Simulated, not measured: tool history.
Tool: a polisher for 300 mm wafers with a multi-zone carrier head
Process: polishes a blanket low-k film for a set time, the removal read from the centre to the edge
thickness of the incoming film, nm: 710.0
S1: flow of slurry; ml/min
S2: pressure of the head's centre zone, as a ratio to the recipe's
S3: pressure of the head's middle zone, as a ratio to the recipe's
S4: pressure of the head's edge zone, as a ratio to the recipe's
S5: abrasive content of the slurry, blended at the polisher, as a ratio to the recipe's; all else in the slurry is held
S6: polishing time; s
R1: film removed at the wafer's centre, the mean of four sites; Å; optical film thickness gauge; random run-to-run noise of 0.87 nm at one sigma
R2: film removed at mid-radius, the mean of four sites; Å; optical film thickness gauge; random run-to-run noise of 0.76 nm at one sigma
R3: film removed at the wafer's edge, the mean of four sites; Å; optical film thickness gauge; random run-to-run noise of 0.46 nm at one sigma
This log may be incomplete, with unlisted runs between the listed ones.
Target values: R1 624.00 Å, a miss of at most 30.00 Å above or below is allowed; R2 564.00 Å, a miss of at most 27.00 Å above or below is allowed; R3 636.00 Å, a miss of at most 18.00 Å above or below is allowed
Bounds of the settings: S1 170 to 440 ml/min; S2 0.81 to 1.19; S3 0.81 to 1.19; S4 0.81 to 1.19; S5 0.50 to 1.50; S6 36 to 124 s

run 1 hour=0.0 | S1=280 S2=1.00 S3=1.00 S4=1.00 S5=1.00 S6=79 | R1=493.44 R2=501.54 R3=534.29
run 2 hour=3.8 | S1=285 S2=1.03 S3=1.00 S4=1.04 S5=1.05 S6=79 | R1=533.72 R2=512.93 R3=548.91
run 3 hour=11.8 | S1=285 S2=1.03 S3=1.08 S4=1.04 S5=1.05 S6=79 | R1=525.24 R2=550.96 R3=548.89
run 4 hour=20.7 | S1=285 S2=1.07 S3=1.08 S4=1.04 S5=1.05 S6=79 | R1=535.69 R2=547.01 R3=546.55
run 5 hour=21.9 | S1=285 S2=1.07 S3=1.08 S4=1.04 S5=1.05 S6=96 | R1=665.38 R2=679.28 R3=659.70
run 6 hour=22.6 | S1=285 S2=1.07 S3=1.08 S4=1.04 S5=1.05 S6=109 | R1=764.42 R2=775.82 R3=751.20
-- hour=30.2 slurry nozzle cleaned
run 7 hour=30.2 | S1=280 S2=1.05 S3=1.03 S4=1.02 S5=0.95 S6=109 | R1=754.63 R2=749.60 R3=753.30
run 8 hour=36.5 | S1=280 S2=1.05 S3=1.00 S4=1.02 S5=0.85 S6=107 | R1=716.63 R2=684.08 R3=703.96
run 9 hour=45.5 | S1=275 S2=1.03 S3=0.97 S4=1.02 S5=0.75 S6=106 | R1=652.48 R2=639.15 R3=656.18
run 10 hour=51.9 | S1=270 S2=1.03 S3=0.94 S4=1.02 S5=0.75 S6=106 | R1=656.40 R2=598.60 R3=664.78
run 11 hour=59.1 | S1=260 S2=1.03 S3=0.93 S4=1.01 S5=0.75 S6=106 | R1=649.77 R2=594.04 R3=665.74
run 12 hour=67.9 | S1=255 S2=1.03 S3=0.93 S4=1.00 S5=0.75 S6=106 | R1=666.45 R2=598.20 R3=650.06

Pick the move, out of 4, that brings all results within their allowed miss; only one does.
run A hour=76.7 | S1=205 S2=1.04 S3=0.94 S4=0.83 S5=0.95 S6=106 | R1=? R2=? R3=?
run B hour=76.7 | S1=285 S2=0.94 S3=1.04 S4=1.07 S5=0.80 S6=99 | R1=? R2=? R3=?
run C hour=76.7 | S1=190 S2=1.10 S3=0.95 S4=1.06 S5=0.95 S6=93 | R1=? R2=? R3=?
run D hour=76.7 | S1=200 S2=1.02 S3=1.12 S4=1.04 S5=0.50 S6=123 | R1=? R2=? R3=?

move=A R1=698.50 R2=642.59 R3=647.45
move=B R1=580.89 R2=631.98 R3=651.87
move=C R1=636.39 R2=562.77 R3=632.21
move=D R1=602.69 R2=653.40 R3=629.56
A: misses by more than the last run did
B: carries the result that was furthest off beyond its target, to the other side
C: hits every target within its allowed miss
D: meets the target for the result that was furthest off, but another lies outside its allowed miss
The right move is C.

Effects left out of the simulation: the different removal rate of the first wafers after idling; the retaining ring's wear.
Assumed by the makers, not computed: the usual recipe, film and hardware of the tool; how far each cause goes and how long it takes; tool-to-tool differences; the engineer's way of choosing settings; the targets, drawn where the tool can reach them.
